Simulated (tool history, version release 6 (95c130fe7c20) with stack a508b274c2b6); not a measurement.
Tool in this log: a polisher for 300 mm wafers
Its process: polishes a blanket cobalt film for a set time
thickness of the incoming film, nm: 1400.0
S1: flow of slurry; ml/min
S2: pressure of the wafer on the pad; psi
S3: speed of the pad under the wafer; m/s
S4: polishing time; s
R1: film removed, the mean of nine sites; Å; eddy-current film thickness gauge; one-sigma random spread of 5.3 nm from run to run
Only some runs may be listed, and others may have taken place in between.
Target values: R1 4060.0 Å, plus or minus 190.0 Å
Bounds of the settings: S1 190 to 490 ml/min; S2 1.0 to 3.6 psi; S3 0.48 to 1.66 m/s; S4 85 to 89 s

{"run": 1, "day": 0.0, "S1": 315, "S2": 2.3, "S3": 1.06, "S4": 85, "R1": 5402.4}
{"run": 2, "day": 0.354, "S1": 240, "S2": 2.3, "S3": 1.06, "S4": 85, "R1": 5258.8}
{"run": 3, "day": 0.612, "S1": 300, "S2": 2.3, "S3": 1.06, "S4": 85, "R1": 5297.6}
{"run": 4, "day": 0.667, "S1": 245, "S2": 2.3, "S3": 1.06, "S4": 85, "R1": 5200.8}
{"run": 5, "day": 0.971, "S1": 245, "S2": 2.3, "S3": 1.2, "S4": 85, "R1": 5990.4}
{"run": 6, "day": 1.192, "S1": 245, "S2": 2.0, "S3": 1.2, "S4": 85, "R1": 5188.6}
{"run": 7, "day": 1.329, "S1": 245, "S2": 1.9, "S3": 1.2, "S4": 85, "R1": 4877.6}
{"run": 8, "day": 1.438, "S1": 245, "S2": 1.8, "S3": 1.2, "S4": 85, "R1": 4647.1}
{"run": 9, "day": 1.762, "S1": 245, "S2": 1.7, "S3": 1.2, "S4": 85, "R1": 4324.6}

Pick the move, out of 5, that brings all results within their allowed miss; only one does.
{"run": "A", "day": 2.088, "S1": 190, "S2": 1.5, "S3": 1.48, "S4": 85, "R1": "?"}
{"run": "B", "day": 2.088, "S1": 215, "S2": 1.4, "S3": 1.4, "S4": 85, "R1": "?"}
{"run": "C", "day": 2.088, "S1": 250, "S2": 1.7, "S3": 1.28, "S4": 86, "R1": "?"}
{"run": "D", "day": 2.088, "S1": 290, "S2": 1.8, "S3": 1.22, "S4": 85, "R1": "?"}
{"run": "E", "day": 2.088, "S1": 230, "S2": 1.9, "S3": 1.22, "S4": 87, "R1": "?"}

move=A R1=4622.5
move=B R1=4189.9
move=C R1=4785.3
move=D R1=4861.6
move=E R1=5078.5
A: misses by more than the last run did
B: all results land within tolerance of their targets
C: misses by more than the last run did
D: misses by more than the last run did
E: misses by more than the last run did
Move B is the one to make.
